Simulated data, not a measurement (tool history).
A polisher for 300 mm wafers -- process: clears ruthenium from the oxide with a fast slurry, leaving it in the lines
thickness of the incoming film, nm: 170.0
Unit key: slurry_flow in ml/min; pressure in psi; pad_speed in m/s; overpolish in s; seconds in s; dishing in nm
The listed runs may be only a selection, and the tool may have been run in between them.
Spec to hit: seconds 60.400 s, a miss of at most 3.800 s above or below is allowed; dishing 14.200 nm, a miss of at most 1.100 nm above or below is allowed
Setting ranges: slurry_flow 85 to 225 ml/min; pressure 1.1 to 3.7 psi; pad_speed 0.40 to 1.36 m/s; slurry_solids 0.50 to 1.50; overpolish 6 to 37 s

run  hour  slurry_flow  pressure  pad_speed  slurry_solids  overpolish  seconds  dishing
  1   0.0          145       2.4       0.88           1.00          19   60.321   39.541
  2   2.0          145       2.0       0.88           1.00          19   69.485   33.186
  3   9.3          145       2.5       0.88           1.00          19   55.756   37.996
  4  15.5          140       2.8       0.74           0.90          15   59.913   30.373
  5  22.3          135       3.1       0.66           0.80          12   63.707   24.725
  6  24.0          130       3.3       0.64           0.70          10   66.156   20.954
  7  32.1          115       3.4       0.66           0.65           9   63.975   19.216
  8  39.5          105       3.5       0.66           0.60           8   67.508   16.166
  9  42.3          100       3.6       0.70           0.60           7   61.208   16.096
 10  49.0          100       3.6       0.70           0.60           7   61.718   15.417

Pick the move, out of 5, that brings all results within their allowed miss; only one does.
  A  55.7          115       3.4       0.78           0.55           6        ?        ?
  B  55.7          105       3.7       0.76           0.55           7        ?        ?
  C  55.7          105       3.4       0.68           0.50           7        ?        ?
  D  55.7          115       3.7       0.68           0.55           8        ?        ?
  E  55.7           95       3.7       0.62           0.65           8        ?        ?

move  seconds  dishing
   A   59.112   14.671
   B   56.618   17.513
   C   69.999   14.474
   D   61.198   18.398
   E   64.640   17.529
A: meets every target
B: misses by more than the last run did
C: the furthest-off result lands on target, but another misses its tolerance
D: misses by more than the last run did
E: misses by more than the last run did
Move A is the one to make.
